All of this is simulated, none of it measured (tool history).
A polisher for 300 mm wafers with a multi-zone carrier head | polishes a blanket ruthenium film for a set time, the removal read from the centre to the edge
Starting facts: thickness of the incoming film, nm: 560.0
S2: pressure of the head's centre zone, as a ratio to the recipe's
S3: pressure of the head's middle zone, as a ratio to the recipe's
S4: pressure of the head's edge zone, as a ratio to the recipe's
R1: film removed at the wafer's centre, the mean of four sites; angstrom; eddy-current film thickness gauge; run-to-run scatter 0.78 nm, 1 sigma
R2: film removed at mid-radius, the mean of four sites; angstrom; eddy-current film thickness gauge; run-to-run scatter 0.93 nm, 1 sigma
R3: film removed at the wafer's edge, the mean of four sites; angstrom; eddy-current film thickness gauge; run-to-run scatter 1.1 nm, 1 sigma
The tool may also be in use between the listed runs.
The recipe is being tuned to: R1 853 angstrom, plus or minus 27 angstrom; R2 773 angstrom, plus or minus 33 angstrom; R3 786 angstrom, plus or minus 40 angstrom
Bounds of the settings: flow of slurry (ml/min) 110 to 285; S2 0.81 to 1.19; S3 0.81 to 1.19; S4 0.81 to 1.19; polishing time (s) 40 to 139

{"run": 1, "hour": 0.0, "flow of slurry (ml/min)": 180, "S2": 1, "S3": 1, "S4": 1, "polishing time (s)": 89, "R1": 553.11, "R2": 539.83, "R3": 528.15}
{"run": 2, "hour": 0.6, "flow of slurry (ml/min)": 210, "S2": 1, "S3": 1, "S4": 1, "polishing time (s)": 89, "R1": 569.51, "R2": 565.81, "R3": 543.97}
{"run": 3, "hour": 2.5, "flow of slurry (ml/min)": 215, "S2": 1.02, "S3": 1, "S4": 1.03, "polishing time (s)": 94, "R1": 605.63, "R2": 591.84, "R3": 594.08}
{"run": 4, "hour": 7.5, "flow of slurry (ml/min)": 175, "S2": 1.02, "S3": 1, "S4": 1.03, "polishing time (s)": 94, "R1": 580.45, "R2": 580.59, "R3": 569.48}
{"run": 5, "hour": 14.4, "flow of slurry (ml/min)": 190, "S2": 1.05, "S3": 1, "S4": 1.04, "polishing time (s)": 98, "R1": 652.06, "R2": 599.84, "R3": 609.75}
{"run": 6, "hour": 15.4, "flow of slurry (ml/min)": 190, "S2": 1.05, "S3": 1, "S4": 1.04, "polishing time (s)": 85, "R1": 567.49, "R2": 542.57, "R3": 535.42}
{"run": 7, "hour": 23.6, "flow of slurry (ml/min)": 200, "S2": 1.08, "S3": 1.02, "S4": 1.07, "polishing time (s)": 89, "R1": 594.54, "R2": 557.19, "R3": 568.26}
{"run": 8, "hour": 26.6, "flow of slurry (ml/min)": 210, "S2": 1.09, "S3": 1.03, "S4": 1.07, "polishing time (s)": 95, "R1": 658.1, "R2": 617.9, "R3": 619.86}
{"run": 9, "hour": 35.5, "flow of slurry (ml/min)": 255, "S2": 1.16, "S3": 1.06, "S4": 1.17, "polishing time (s)": 110, "R1": 827.34, "R2": 740.79, "R3": 742.05}

Which of these 4 next moves meets every target?
{"run": "A", "hour": 44.4, "flow of slurry (ml/min)": 280, "S2": 1.14, "S3": 1.06, "S4": 1.15, "polishing time (s)": 114, "R1": "?", "R2": "?", "R3": "?"}
{"run": "B", "hour": 44.4, "flow of slurry (ml/min)": 285, "S2": 1.16, "S3": 0.94, "S4": 1.07, "polishing time (s)": 113, "R1": "?", "R2": "?", "R3": "?"}
{"run": "C", "hour": 44.4, "flow of slurry (ml/min)": 265, "S2": 1.19, "S3": 1.1, "S4": 1.13, "polishing time (s)": 107, "R1": "?", "R2": "?", "R3": "?"}
{"run": "D", "hour": 44.4, "flow of slurry (ml/min)": 225, "S2": 1.01, "S3": 0.92, "S4": 1.19, "polishing time (s)": 121, "R1": "?", "R2": "?", "R3": "?"}

move=A R1=856.53 R2=787.1 R3=782.68
move=B R1=865.18 R2=723.76 R3=754.02
move=C R1=834.26 R2=752.48 R3=725.55
move=D R1=782.4 R2=745.24 R3=829.15
A: meets every target
B: meets the target for the result that was furthest off, but another lies outside its allowed miss
C: its largest miss is bigger than the last run's
D: the result that was furthest off in the last run now lies on the other side of its target
A meets every target.
